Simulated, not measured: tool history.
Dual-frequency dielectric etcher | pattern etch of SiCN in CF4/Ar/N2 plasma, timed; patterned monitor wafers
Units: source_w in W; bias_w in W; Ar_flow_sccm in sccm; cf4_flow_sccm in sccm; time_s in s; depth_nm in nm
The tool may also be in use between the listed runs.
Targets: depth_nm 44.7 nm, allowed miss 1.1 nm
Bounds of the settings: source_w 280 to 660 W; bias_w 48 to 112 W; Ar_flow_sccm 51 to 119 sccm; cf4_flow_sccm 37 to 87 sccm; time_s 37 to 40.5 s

Run 1, hour 0: source_w 470 W, bias_w 80 W, Ar_flow_sccm 85 sccm, cf4_flow_sccm 62 sccm, time_s 40.5 s. Result: depth_nm 35.148 nm.
Run 2, hour 1.8: source_w 470 W, bias_w 80 W, Ar_flow_sccm 85 sccm, cf4_flow_sccm 54 sccm, time_s 40.5 s. Result: depth_nm 34.024 nm.
Run 3, hour 9.3: source_w 470 W, bias_w 80 W, Ar_flow_sccm 85 sccm, cf4_flow_sccm 64 sccm, time_s 40.5 s. Result: depth_nm 35.437 nm.
Run 4, hour 12.7: source_w 470 W, bias_w 80 W, Ar_flow_sccm 78 sccm, cf4_flow_sccm 64 sccm, time_s 40.5 s. Result: depth_nm 35.546 nm.
Run 5, hour 13.8: source_w 470 W, bias_w 80 W, Ar_flow_sccm 78 sccm, cf4_flow_sccm 64 sccm, time_s 40.5 s. Result: depth_nm 35.667 nm.
Run 6, hour 16.8: source_w 470 W, bias_w 80 W, Ar_flow_sccm 78 sccm, cf4_flow_sccm 64 sccm, time_s 40.5 s. Result: depth_nm 35.537 nm.
Run 7, hour 25.4: source_w 510 W, bias_w 81 W, Ar_flow_sccm 78 sccm, cf4_flow_sccm 64 sccm, time_s 40.5 s. Result: depth_nm 39.36 nm.
Run 8, hour 27.7: source_w 510 W, bias_w 81 W, Ar_flow_sccm 78 sccm, cf4_flow_sccm 64 sccm, time_s 40.5 s. Result: depth_nm 39.13 nm.
Run 9, hour 34.3: source_w 530 W, bias_w 81 W, Ar_flow_sccm 78 sccm, cf4_flow_sccm 64 sccm, time_s 40.5 s. Result: depth_nm 40.798 nm.
Run 10, hour 42.9: source_w 540 W, bias_w 81 W, Ar_flow_sccm 78 sccm, cf4_flow_sccm 64 sccm, time_s 40.5 s. Result: depth_nm 41.163 nm.
Run 11, hour 51.8: source_w 550 W, bias_w 81 W, Ar_flow_sccm 78 sccm, cf4_flow_sccm 64 sccm, time_s 40.5 s. Result: depth_nm 42.277 nm.

4 next moves are on the table. One of them brings every result within its allowed miss. Which?
Run A, hour 60.7: source_w 570 W, bias_w 71 W, Ar_flow_sccm 76 sccm, cf4_flow_sccm 64 sccm, time_s 37 s. Result: depth_nm ?.
Run B, hour 60.7: source_w 560 W, bias_w 78 W, Ar_flow_sccm 67 sccm, cf4_flow_sccm 64 sccm, time_s 37 s. Result: depth_nm ?.
Run C, hour 60.7: source_w 550 W, bias_w 81 W, Ar_flow_sccm 84 sccm, cf4_flow_sccm 69 sccm, time_s 39.5 s. Result: depth_nm ?.
Run D, hour 60.7: source_w 560 W, bias_w 88 W, Ar_flow_sccm 67 sccm, cf4_flow_sccm 69 sccm, time_s 39.5 s. Result: depth_nm ?.

move  depth_nm
   A    38.523
   B    39.572
   C    41.127
   D    44.279
A: further off than the last run
B: further off than the last run
C: further off than the last run
D: meets every target
The right move is D.
